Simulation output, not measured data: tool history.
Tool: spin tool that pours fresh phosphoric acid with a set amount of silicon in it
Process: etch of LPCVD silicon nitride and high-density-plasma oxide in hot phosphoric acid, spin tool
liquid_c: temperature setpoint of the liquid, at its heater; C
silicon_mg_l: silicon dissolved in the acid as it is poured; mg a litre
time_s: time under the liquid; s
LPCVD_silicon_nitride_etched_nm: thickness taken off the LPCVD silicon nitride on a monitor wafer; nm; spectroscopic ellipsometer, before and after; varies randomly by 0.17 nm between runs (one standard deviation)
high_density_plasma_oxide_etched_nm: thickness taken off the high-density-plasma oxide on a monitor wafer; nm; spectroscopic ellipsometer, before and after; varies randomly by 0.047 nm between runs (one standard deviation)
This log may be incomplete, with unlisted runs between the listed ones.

run	hour	liquid_c	silicon_mg_l	time_s	LPCVD_silicon_nitride_etched_nm	high_density_plasma_oxide_etched_nm
1	0.0	163.0	20.5	180	18.158	0.70148
2	2.9	162.0	20.5	180	17.631	0.63181
3	11.2	163.5	20.5	180	18.564	0.72539
4	13.0	162.0	20.5	180	17.419	0.61441
5	17.0	160.5	20.5	180	16.703	0.58326
6	21.1	160.5	20.5	110	10.226	0.34555
7	29.1	161.5	19.0	120	11.627	0.42118
8	32.6	162.0	17.5	130	12.739	0.48784
9	35.3	162.5	16.0	140	13.823	0.55812
10	41.8	162.5	16.0	140	13.903	0.59879
11	43.9	163.0	15.5	150	15.310	0.60791
# hour 48.0: heated supply line repaired
12	48.0	163.5	13.5	155	17.959	0.99320
13	53.8	164.0	14.0	160	18.685	0.99374
14	55.0	164.5	14.5	160	18.907	1.07070

Estimate the outcome of run 15 from the log above:
15	60.3	167.0	19.5	195	?	?

For run 15 the tool returned LPCVD_silicon_nitride_etched_nm 24.988 nm, high_density_plasma_oxide_etched_nm 1.28720 nm.
